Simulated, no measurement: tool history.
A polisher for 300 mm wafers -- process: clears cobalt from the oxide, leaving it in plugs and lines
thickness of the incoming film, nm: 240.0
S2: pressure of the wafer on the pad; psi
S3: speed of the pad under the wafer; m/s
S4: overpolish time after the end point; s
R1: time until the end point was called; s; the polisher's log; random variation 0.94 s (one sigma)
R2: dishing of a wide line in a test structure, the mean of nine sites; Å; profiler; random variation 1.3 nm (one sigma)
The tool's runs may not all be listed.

{"run": 1, "day": 0.0, "flow of slurry (ml/min)": 295, "S2": 1.2, "S3": 0.9, "S4": 28, "R1": 101.54, "R2": 505.18}
{"run": 2, "day": 0.162, "flow of slurry (ml/min)": 295, "S2": 1.2, "S3": 0.9, "S4": 20, "R1": 101.8, "R2": 388.03}
{"run": 3, "day": 0.312, "flow of slurry (ml/min)": 295, "S2": 1.2, "S3": 0.9, "S4": 22, "R1": 100.13, "R2": 407.26}
{"run": 4, "day": 0.492, "flow of slurry (ml/min)": 230, "S2": 1.2, "S3": 0.9, "S4": 22, "R1": 102.96, "R2": 391.65}
{"run": 5, "day": 0.608, "flow of slurry (ml/min)": 235, "S2": 1.3, "S3": 0.9, "S4": 24, "R1": 97.432, "R2": 448.23}
{"run": 6, "day": 0.888, "flow of slurry (ml/min)": 245, "S2": 1.3, "S3": 0.9, "S4": 25, "R1": 97.116, "R2": 504.21}
{"run": 7, "day": 0.95, "flow of slurry (ml/min)": 250, "S2": 1.3, "S3": 0.9, "S4": 25, "R1": 96.421, "R2": 475.23}
{"run": 8, "day": 1.196, "flow of slurry (ml/min)": 255, "S2": 1.3, "S3": 0.9, "S4": 25, "R1": 96.32, "R2": 483.83}

Run 9 comes next. What will it give?
{"run": 9, "day": 1.221, "flow of slurry (ml/min)": 260, "S2": 1.3, "S3": 0.9, "S4": 25, "R1": "?", "R2": "?"}

{"run 9": {"R1": 95.78, "R2": 488.51}}

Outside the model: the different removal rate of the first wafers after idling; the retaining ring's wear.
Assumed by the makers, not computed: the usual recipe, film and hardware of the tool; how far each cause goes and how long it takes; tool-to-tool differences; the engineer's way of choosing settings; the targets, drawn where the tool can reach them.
